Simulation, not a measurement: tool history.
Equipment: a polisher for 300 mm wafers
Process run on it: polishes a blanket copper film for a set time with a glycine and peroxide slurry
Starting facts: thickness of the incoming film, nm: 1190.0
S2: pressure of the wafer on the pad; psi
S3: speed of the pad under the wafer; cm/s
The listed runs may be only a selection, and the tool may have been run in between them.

run 1 hour=0.0 | flow_of_slurry_(ml/min)=145 S2=3.4 S3=108 polishing_time_(s)=58 | film_removed_(angstrom)=3737.4
run 2 hour=3.0 | flow_of_slurry_(ml/min)=160 S2=3.6 S3=108 polishing_time_(s)=58 | film_removed_(angstrom)=3962.2
run 3 hour=10.3 | flow_of_slurry_(ml/min)=160 S2=3.2 S3=108 polishing_time_(s)=58 | film_removed_(angstrom)=3618.8
run 4 hour=18.0 | flow_of_slurry_(ml/min)=170 S2=3.5 S3=108 polishing_time_(s)=58 | film_removed_(angstrom)=3949.8
run 5 hour=24.2 | flow_of_slurry_(ml/min)=170 S2=3.5 S3=96 polishing_time_(s)=58 | film_removed_(angstrom)=3580.6
run 6 hour=30.7 | flow_of_slurry_(ml/min)=180 S2=3.8 S3=96 polishing_time_(s)=58 | film_removed_(angstrom)=3833.2
run 7 hour=34.0 | flow_of_slurry_(ml/min)=185 S2=4.1 S3=96 polishing_time_(s)=58 | film_removed_(angstrom)=4174.5

Run 8 has not been measured yet. What should we expect?
run 8 hour=36.9 | flow_of_slurry_(ml/min)=190 S2=4.2 S3=96 polishing_time_(s)=58 | film_removed_(angstrom)=?

film removed (angstrom): 4226.1
